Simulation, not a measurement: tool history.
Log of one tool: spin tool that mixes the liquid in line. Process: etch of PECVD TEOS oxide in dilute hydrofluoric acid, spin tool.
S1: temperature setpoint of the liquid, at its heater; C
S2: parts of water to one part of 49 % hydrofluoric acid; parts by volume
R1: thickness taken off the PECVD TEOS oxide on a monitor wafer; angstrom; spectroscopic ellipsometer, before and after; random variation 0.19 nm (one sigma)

{"run": 1, "day": 0.0, "S1": 25.0, "S2": 125, "time under the liquid (s)": 305, "R1": 254.79}
{"run": 2, "day": 0.354, "S1": 25.0, "S2": 125, "time under the liquid (s)": 325, "R1": 271.29}
{"run": 3, "day": 0.546, "S1": 28.5, "S2": 125, "time under the liquid (s)": 325, "R1": 311.64}
{"run": 4, "day": 0.579, "S1": 28.0, "S2": 125, "time under the liquid (s)": 325, "R1": 306.37}
{"run": 5, "day": 0.888, "S1": 25.5, "S2": 125, "time under the liquid (s)": 325, "R1": 278.23}
{"run": 6, "day": 1.138, "S1": 25.5, "S2": 110, "time under the liquid (s)": 325, "R1": 321.54}

The next listed run, before its measurement:
{"run": 7, "day": 1.283, "S1": 25.0, "S2": 110, "time under the liquid (s)": 325, "R1": "?"}

{"run 7": {"R1": 317.96}}

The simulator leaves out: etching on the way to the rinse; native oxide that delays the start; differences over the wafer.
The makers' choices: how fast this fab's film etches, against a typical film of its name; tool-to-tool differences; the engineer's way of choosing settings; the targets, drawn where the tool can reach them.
